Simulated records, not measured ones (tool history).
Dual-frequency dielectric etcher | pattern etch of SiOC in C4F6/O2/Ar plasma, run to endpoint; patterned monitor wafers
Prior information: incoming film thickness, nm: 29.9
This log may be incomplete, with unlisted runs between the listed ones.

run	hour	bias power (kW)	source power (kW)	endpoint time (s)
1	0	0.367	0.31	12.473
2	3.2	0.429	0.31	11.634
3	12.1	0.429	0.28	12.13
4	16.2	0.442	0.28	11.917
5	22.2	0.413	0.28	12.263
6	31.1	0.429	0.29	11.731
7	40	0.438	0.29	11.783
8	46.2	0.449	0.29	11.796
9	53.2	0.459	0.3	11.465

What does the tool deliver on the next run?
10	59.4	0.467	0.3	?

{"run 10": {"endpoint time (s)": 11.356}}
